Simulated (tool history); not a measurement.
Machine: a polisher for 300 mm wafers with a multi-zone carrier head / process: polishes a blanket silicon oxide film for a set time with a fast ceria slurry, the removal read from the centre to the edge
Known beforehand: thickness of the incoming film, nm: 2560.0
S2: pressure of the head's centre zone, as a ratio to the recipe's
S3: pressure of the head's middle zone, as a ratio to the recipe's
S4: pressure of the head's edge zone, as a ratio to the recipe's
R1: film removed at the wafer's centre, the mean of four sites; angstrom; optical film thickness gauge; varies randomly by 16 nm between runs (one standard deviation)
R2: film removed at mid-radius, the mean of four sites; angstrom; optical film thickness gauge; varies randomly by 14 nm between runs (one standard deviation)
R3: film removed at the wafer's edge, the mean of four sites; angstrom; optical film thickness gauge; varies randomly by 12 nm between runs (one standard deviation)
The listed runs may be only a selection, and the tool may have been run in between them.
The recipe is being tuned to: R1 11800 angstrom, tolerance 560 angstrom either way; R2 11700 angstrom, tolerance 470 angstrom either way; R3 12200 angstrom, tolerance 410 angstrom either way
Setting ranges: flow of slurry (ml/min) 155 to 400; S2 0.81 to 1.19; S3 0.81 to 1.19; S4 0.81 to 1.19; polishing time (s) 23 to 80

Run 1, hour 0: flow of slurry (ml/min) 255, S2 1, S3 1, S4 1, polishing time (s) 51. Result: R1 8592 angstrom, R2 8542.7 angstrom, R3 8497.9 angstrom.
Run 2, hour 4.9: flow of slurry (ml/min) 260, S2 1.01, S3 1.01, S4 1.04, polishing time (s) 55. Result: R1 9211.9 angstrom, R2 9194.9 angstrom, R3 9389.1 angstrom.
Run 3, hour 5.8: flow of slurry (ml/min) 265, S2 1.03, S3 1.03, S4 1.06, polishing time (s) 58. Result: R1 10009 angstrom, R2 9743.8 angstrom, R3 9964.6 angstrom.
Run 4, hour 8.2: flow of slurry (ml/min) 270, S2 1.03, S3 1.04, S4 1.08, polishing time (s) 61. Result: R1 10602 angstrom, R2 10700 angstrom, R3 10547 angstrom.
Run 5, hour 9.4: flow of slurry (ml/min) 230, S2 1.03, S3 1.04, S4 1.08, polishing time (s) 61. Result: R1 9977.7 angstrom, R2 10598 angstrom, R3 10398 angstrom.
Run 6, hour 16.7: flow of slurry (ml/min) 230, S2 1.03, S3 1.11, S4 1.08, polishing time (s) 61. Result: R1 10440 angstrom, R2 10981 angstrom, R3 10680 angstrom.
Run 7, hour 20.5: flow of slurry (ml/min) 260, S2 1.03, S3 1.09, S4 1.11, polishing time (s) 62. Result: R1 11042 angstrom, R2 11159 angstrom, R3 11019 angstrom.
Run 8, hour 22.3: flow of slurry (ml/min) 240, S2 1.01, S3 1.05, S4 1.18, polishing time (s) 67. Result: R1 11112 angstrom, R2 11464 angstrom, R3 12251 angstrom.

Exactly one of the 5 candidate moves below puts every result within its allowed miss. Which one?
Run A, hour 24.1: flow of slurry (ml/min) 260, S2 0.97, S3 1.05, S4 1.19, polishing time (s) 65. Result: R1 ?, R2 ?, R3 ?.
Run B, hour 24.1: flow of slurry (ml/min) 260, S2 1.03, S3 1.03, S4 1.13, polishing time (s) 69. Result: R1 ?, R2 ?, R3 ?.
Run C, hour 24.1: flow of slurry (ml/min) 245, S2 0.9, S3 1.01, S4 1.19, polishing time (s) 69. Result: R1 ?, R2 ?, R3 ?.
Run D, hour 24.1: flow of slurry (ml/min) 210, S2 0.91, S3 1.04, S4 1.16, polishing time (s) 68. Result: R1 ?, R2 ?, R3 ?.
Run E, hour 24.1: flow of slurry (ml/min) 180, S2 0.87, S3 1.14, S4 1.11, polishing time (s) 70. Result: R1 ?, R2 ?, R3 ?.

move      R1     R2     R3
   A   10338  11333  12104
   B   11642  11833  12512
   C   10106  11557  12782
   D  9824.7  11418  12220
   E  9396.4  12381  12041
A: lands further from the targets than the last run did
B: hits every target within its allowed miss
C: lands further from the targets than the last run did
D: lands further from the targets than the last run did
E: lands further from the targets than the last run did
B meets every target.
